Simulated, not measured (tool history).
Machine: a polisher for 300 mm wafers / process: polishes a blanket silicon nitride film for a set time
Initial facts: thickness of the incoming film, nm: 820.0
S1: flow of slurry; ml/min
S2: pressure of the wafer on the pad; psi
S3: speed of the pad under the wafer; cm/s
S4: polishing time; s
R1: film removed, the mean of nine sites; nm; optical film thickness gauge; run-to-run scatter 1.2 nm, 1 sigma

| run | hour | S1 | S2 | S3 | S4 | R1 |
|---|---|---|---|---|---|---|
| 1 | 0.0 | 235 | 3.6 | 88 | 46 | 65.250 |
| 2 | 6.4 | 235 | 3.6 | 72 | 46 | 56.458 |
| 3 | 13.8 | 235 | 3.6 | 72 | 46 | 55.893 |
| 4 | 21.6 | 235 | 4.0 | 74 | 46 | 63.365 |
| 5 | 28.8 | 235 | 4.0 | 62 | 46 | 55.784 |
| 6 | 32.6 | 235 | 4.3 | 66 | 46 | 62.908 |

Forecast run 7:
| 7 | 41.4 | 235 | 4.6 | 70 | 46 | ? |

For run 7 the tool returned R1 70.806 nm.

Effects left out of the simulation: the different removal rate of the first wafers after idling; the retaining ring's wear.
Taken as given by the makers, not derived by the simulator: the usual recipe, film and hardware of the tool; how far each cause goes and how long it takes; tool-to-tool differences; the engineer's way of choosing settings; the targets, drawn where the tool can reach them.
